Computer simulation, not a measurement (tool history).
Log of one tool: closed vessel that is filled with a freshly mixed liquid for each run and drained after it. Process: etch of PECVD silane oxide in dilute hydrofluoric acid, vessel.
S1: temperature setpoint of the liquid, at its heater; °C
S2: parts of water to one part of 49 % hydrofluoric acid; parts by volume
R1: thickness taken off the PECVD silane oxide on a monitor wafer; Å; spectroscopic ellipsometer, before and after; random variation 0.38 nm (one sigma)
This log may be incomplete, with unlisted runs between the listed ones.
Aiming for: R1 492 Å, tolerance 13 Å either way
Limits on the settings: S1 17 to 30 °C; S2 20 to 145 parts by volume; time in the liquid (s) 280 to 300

{"run": 1, "hour": 0.0, "S1": 22, "S2": 80, "time in the liquid (s)": 280, "R1": 567.97}
{"run": 2, "hour": 1.6, "S1": 21, "S2": 80, "time in the liquid (s)": 280, "R1": 544.74}
{"run": 3, "hour": 2.6, "S1": 24.5, "S2": 80, "time in the liquid (s)": 280, "R1": 625.18}
{"run": 4, "hour": 8.2, "S1": 24.5, "S2": 80, "time in the liquid (s)": 300, "R1": 664.21}
{"run": 5, "hour": 15.0, "S1": 23, "S2": 80, "time in the liquid (s)": 300, "R1": 636.13}
{"run": 6, "hour": 23.7, "S1": 26.5, "S2": 80, "time in the liquid (s)": 300, "R1": 730.94}
{"run": 7, "hour": 27.7, "S1": 24.5, "S2": 80, "time in the liquid (s)": 300, "R1": 673.75}
{"run": 8, "hour": 33.2, "S1": 23, "S2": 80, "time in the liquid (s)": 300, "R1": 633.21}
{"run": 9, "hour": 37.2, "S1": 21.5, "S2": 80, "time in the liquid (s)": 300, "R1": 589.81}
{"run": 10, "hour": 42.8, "S1": 20.5, "S2": 80, "time in the liquid (s)": 300, "R1": 567.79}
{"run": 11, "hour": 51.6, "S1": 20, "S2": 80, "time in the liquid (s)": 300, "R1": 549.4}

Which one of the following 4 next-run settings gets every result inside its allowed miss? There is exactly one.
{"run": "A", "hour": 60.4, "S1": 20.5, "S2": 85, "time in the liquid (s)": 280, "R1": "?"}
{"run": "B", "hour": 60.4, "S1": 18.5, "S2": 75, "time in the liquid (s)": 280, "R1": "?"}
{"run": "C", "hour": 60.4, "S1": 20, "S2": 75, "time in the liquid (s)": 290, "R1": "?"}
{"run": "D", "hour": 60.4, "S1": 20, "S2": 85, "time in the liquid (s)": 300, "R1": "?"}

move=A R1=500.24
move=B R1=527.44
move=C R1=581.82
move=D R1=524.99
A: meets every target
B: gains on the last run, yet a result remains outside its allowed miss
C: moves away from the targets compared with the last run
D: gains on the last run, yet a result remains outside its allowed miss
A is the move that brings every result within its allowed miss.
